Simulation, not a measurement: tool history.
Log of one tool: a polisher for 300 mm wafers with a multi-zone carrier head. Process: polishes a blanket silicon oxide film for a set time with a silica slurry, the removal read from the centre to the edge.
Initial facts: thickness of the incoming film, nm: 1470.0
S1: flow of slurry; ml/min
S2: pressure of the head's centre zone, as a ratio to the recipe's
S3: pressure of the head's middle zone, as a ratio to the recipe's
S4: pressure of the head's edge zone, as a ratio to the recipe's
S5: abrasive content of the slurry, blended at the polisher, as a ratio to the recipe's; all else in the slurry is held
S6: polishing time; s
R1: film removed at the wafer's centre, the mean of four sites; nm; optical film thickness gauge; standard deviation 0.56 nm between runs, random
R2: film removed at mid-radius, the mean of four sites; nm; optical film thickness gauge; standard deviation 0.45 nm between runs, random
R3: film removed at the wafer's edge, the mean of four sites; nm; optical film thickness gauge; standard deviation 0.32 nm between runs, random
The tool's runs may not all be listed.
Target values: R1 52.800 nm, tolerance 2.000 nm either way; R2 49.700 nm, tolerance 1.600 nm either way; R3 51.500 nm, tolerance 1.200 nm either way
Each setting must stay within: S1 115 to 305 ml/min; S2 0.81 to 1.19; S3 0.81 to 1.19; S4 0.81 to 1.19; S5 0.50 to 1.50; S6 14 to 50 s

| run | day | S1 | S2 | S3 | S4 | S5 | S6 | R1 | R2 | R3 |
|---|---|---|---|---|---|---|---|---|---|---|
| 1 | 0.000 | 195 | 1.00 | 1.00 | 1.00 | 1.00 | 32 | 82.513 | 77.910 | 78.008 |
| 2 | 0.138 | 190 | 0.98 | 0.98 | 0.97 | 0.90 | 31 | 73.092 | 72.455 | 70.785 |
| 3 | 0.233 | 190 | 0.98 | 0.98 | 0.89 | 0.90 | 31 | 74.367 | 71.206 | 68.603 |
| 4 | 0.479 | 190 | 1.04 | 0.98 | 0.89 | 0.90 | 31 | 79.395 | 71.032 | 68.313 |
| 5 | 0.696 | 190 | 1.04 | 0.98 | 0.98 | 0.90 | 31 | 80.542 | 70.944 | 72.094 |
| 6 | 1.012 | 170 | 1.04 | 0.98 | 0.98 | 0.90 | 31 | 77.144 | 69.565 | 71.113 |
| 7 | 1.038 | 170 | 1.03 | 0.96 | 0.96 | 0.80 | 30 | 71.213 | 62.583 | 64.562 |
| 8 | 1.262 | 165 | 1.01 | 0.94 | 0.94 | 0.75 | 30 | 66.578 | 59.231 | 61.618 |
| 9 | 1.421 | 165 | 0.99 | 0.93 | 0.92 | 0.70 | 30 | 61.768 | 56.198 | 57.607 |
| 10 | 1.646 | 160 | 0.98 | 0.92 | 0.90 | 0.70 | 30 | 61.708 | 56.332 | 57.109 |
| 11 | 1.762 | 135 | 0.89 | 0.84 | 0.85 | 0.50 | 30 | 43.909 | 39.941 | 43.973 |
|  | 2.100 | centre zone pressure recalibrated |
| 12 | 2.100 | 160 | 0.89 | 0.85 | 0.86 | 0.50 | 30 | 41.874 | 41.637 | 44.896 |
| 13 | 2.358 | 160 | 0.89 | 0.85 | 0.86 | 0.50 | 30 | 42.131 | 42.441 | 44.467 |
| 14 | 2.458 | 165 | 0.92 | 0.86 | 0.88 | 0.50 | 30 | 43.643 | 41.714 | 44.816 |
| 15 | 2.554 | 220 | 0.98 | 0.96 | 0.96 | 0.70 | 30 | 60.949 | 59.028 | 60.173 |
| 16 | 2.842 | 220 | 0.97 | 0.94 | 0.93 | 0.70 | 30 | 60.087 | 58.143 | 59.604 |
| 17 | 2.979 | 205 | 0.96 | 0.92 | 0.91 | 0.70 | 30 | 58.855 | 56.856 | 58.376 |
| 18 | 3.092 | 150 | 0.93 | 0.83 | 0.81 | 0.60 | 30 | 49.869 | 46.269 | 49.168 |

Exercise: of the 4 proposed moves below, exactly one satisfies all targets within the stated allowed misses. Which move is it?
| A | 3.204 | 190 | 0.97 | 0.88 | 0.87 | 0.55 | 32 | ? | ? | ? |
| B | 3.204 | 115 | 1.04 | 1.02 | 0.81 | 0.50 | 33 | ? | ? | ? |
| C | 3.204 | 125 | 0.95 | 0.82 | 0.89 | 0.55 | 29 | ? | ? | ? |
| D | 3.204 | 140 | 1.06 | 0.99 | 0.83 | 0.50 | 33 | ? | ? | ? |

| move | R1 | R2 | R3 |
|---|---|---|---|
| A | 54.156 | 49.308 | 51.796 |
| B | 53.149 | 51.275 | 46.621 |
| C | 46.036 | 40.607 | 46.181 |
| D | 55.273 | 50.892 | 47.750 |
A: every result within its allowed miss
B: puts the biggest miss on target and leaves a different result outside tolerance
C: moves away from the targets compared with the last run
D: puts the biggest miss on target and leaves a different result outside tolerance
The right move is A.

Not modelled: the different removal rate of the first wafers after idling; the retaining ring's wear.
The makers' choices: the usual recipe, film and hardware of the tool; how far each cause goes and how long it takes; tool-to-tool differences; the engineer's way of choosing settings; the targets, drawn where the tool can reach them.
